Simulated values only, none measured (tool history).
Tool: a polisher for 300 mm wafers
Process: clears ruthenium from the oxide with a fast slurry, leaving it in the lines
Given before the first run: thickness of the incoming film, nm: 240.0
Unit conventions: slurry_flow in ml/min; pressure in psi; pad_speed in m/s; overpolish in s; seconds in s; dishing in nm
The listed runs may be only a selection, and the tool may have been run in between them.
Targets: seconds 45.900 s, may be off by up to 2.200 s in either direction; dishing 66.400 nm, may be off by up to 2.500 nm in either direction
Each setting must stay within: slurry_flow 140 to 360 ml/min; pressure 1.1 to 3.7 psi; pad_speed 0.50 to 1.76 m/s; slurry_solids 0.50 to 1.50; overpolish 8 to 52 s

{"run": 1, "hour": 0.0, "slurry_flow": 230, "pressure": 2.4, "pad_speed": 1.12, "slurry_solids": 1.0, "overpolish": 26, "seconds": 73.303, "dishing": 58.033}
{"run": 2, "hour": 4.8, "slurry_flow": 230, "pressure": 2.6, "pad_speed": 1.12, "slurry_solids": 1.0, "overpolish": 25, "seconds": 68.206, "dishing": 59.459}
{"run": 3, "hour": 13.1, "slurry_flow": 230, "pressure": 2.8, "pad_speed": 1.12, "slurry_solids": 1.0, "overpolish": 24, "seconds": 63.74, "dishing": 59.057}
{"run": 4, "hour": 19.7, "slurry_flow": 230, "pressure": 3.0, "pad_speed": 1.12, "slurry_solids": 1.0, "overpolish": 24, "seconds": 61.837, "dishing": 62.787}
{"run": 5, "hour": 23.5, "slurry_flow": 230, "pressure": 3.0, "pad_speed": 1.12, "slurry_solids": 1.1, "overpolish": 24, "seconds": 57.643, "dishing": 63.608}
{"run": 6, "hour": 27.3, "slurry_flow": 230, "pressure": 3.3, "pad_speed": 1.12, "slurry_solids": 1.1, "overpolish": 24, "seconds": 53.758, "dishing": 66.996}
{"run": 7, "hour": 28.3, "slurry_flow": 230, "pressure": 3.4, "pad_speed": 1.12, "slurry_solids": 1.1, "overpolish": 23, "seconds": 52.172, "dishing": 65.789}
{"run": 8, "hour": 30.1, "slurry_flow": 230, "pressure": 3.5, "pad_speed": 1.12, "slurry_solids": 1.1, "overpolish": 23, "seconds": 51.781, "dishing": 66.437}
{"run": 9, "hour": 37.7, "slurry_flow": 230, "pressure": 3.5, "pad_speed": 1.14, "slurry_solids": 1.1, "overpolish": 22, "seconds": 51.069, "dishing": 66.902}
{"run": 10, "hour": 38.7, "slurry_flow": 230, "pressure": 3.5, "pad_speed": 1.14, "slurry_solids": 1.1, "overpolish": 21, "seconds": 49.835, "dishing": 64.187}
{"run": 11, "hour": 47.0, "slurry_flow": 235, "pressure": 3.6, "pad_speed": 1.16, "slurry_solids": 1.1, "overpolish": 21, "seconds": 48.443, "dishing": 66.172}

Which one of the following 5 next-run settings gets every result inside its allowed miss? There is exactly one.
{"run": "A", "hour": 55.3, "slurry_flow": 220, "pressure": 3.7, "pad_speed": 1.02, "slurry_solids": 1.1, "overpolish": 23, "seconds": "?", "dishing": "?"}
{"run": "B", "hour": 55.3, "slurry_flow": 250, "pressure": 3.6, "pad_speed": 0.98, "slurry_solids": 1.15, "overpolish": 24, "seconds": "?", "dishing": "?"}
{"run": "C", "hour": 55.3, "slurry_flow": 215, "pressure": 3.5, "pad_speed": 1.04, "slurry_solids": 1.2, "overpolish": 24, "seconds": "?", "dishing": "?"}
{"run": "D", "hour": 55.3, "slurry_flow": 250, "pressure": 3.3, "pad_speed": 1.38, "slurry_solids": 0.95, "overpolish": 23, "seconds": "?", "dishing": "?"}
{"run": "E", "hour": 55.3, "slurry_flow": 205, "pressure": 3.7, "pad_speed": 1.26, "slurry_solids": 1.0, "overpolish": 20, "seconds": "?", "dishing": "?"}

move=A seconds=55.248 dishing=63.594
move=B seconds=56.800 dishing=64.213
move=C seconds=54.679 dishing=65.809
move=D seconds=48.058 dishing=69.469
move=E seconds=47.522 dishing=64.047
A: further off than the last run
B: further off than the last run
C: further off than the last run
D: gets the furthest-off result to its target, but another result is out of tolerance
E: meets every target
E is the move that brings every result within its allowed miss.
